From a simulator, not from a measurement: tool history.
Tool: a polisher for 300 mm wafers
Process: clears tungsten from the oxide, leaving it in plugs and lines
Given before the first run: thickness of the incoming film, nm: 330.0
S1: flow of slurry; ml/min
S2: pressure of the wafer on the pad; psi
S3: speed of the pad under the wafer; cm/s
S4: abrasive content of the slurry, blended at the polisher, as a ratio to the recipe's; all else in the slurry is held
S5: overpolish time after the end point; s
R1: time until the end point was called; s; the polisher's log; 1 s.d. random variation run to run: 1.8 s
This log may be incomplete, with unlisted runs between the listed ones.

run    day   S1   S2   S3   S4  S5      R1
  1  0.000  150  2.5  118  1.0  11  123.77
  2  0.108  150  2.5  118  1.0   9  122.86
  3  0.462  145  2.2  118  1.0   9  139.64
  4  0.592  145  2.4  118  1.0   9  127.77
  5  0.771  130  2.4  118  1.0   9  132.86
  6  1.067  125  2.1  118  1.0   9  149.50

Predict the results of run 7:
  7  1.288  120  1.9  118  1.0   9   ?

{"run 7": {"R1": 165.42}}
